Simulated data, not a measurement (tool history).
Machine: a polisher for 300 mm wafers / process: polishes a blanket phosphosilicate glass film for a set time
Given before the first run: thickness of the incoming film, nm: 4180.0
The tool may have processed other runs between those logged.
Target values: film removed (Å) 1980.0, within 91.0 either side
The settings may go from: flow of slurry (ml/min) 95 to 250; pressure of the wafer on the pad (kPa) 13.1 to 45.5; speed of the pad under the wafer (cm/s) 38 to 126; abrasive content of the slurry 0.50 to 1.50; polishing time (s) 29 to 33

run,hour,flow of slurry (ml/min),pressure of the wafer on the pad (kPa),speed of the pad under the wafer (cm/s),abrasive content of the slurry,polishing time (s),film removed (Å)
1,0.0,160,29.0,82,1.00,33,3787.7
2,6.2,160,24.1,80,1.00,33,3019.3
3,7.1,160,24.1,80,0.90,33,3011.2
4,14.4,160,24.1,80,0.75,33,2764.1
5,17.0,160,24.1,80,0.75,33,2847.0
6,20.6,160,29.0,80,0.75,33,3411.2
7,25.6,155,20.7,76,0.75,33,2330.9
8,29.1,155,19.3,76,0.75,33,2108.3
9,30.9,150,19.3,76,0.75,33,2157.1
10,32.3,150,18.6,76,0.75,33,2048.7

Next run, 4 choices. One meets every target within its allowed miss, the rest don't. Which?
A,33.7,165,20.0,74,0.85,32,?
B,33.7,150,20.7,70,0.80,33,?
C,33.7,125,19.3,76,0.95,33,?
D,33.7,140,15.9,96,0.60,33,?

move,film removed (Å)
A,2266.1
B,2225.0
C,2300.5
D,1970.5
A: moves away from the targets compared with the last run
B: moves away from the targets compared with the last run
C: moves away from the targets compared with the last run
D: each result inside its tolerance
The right move is D.
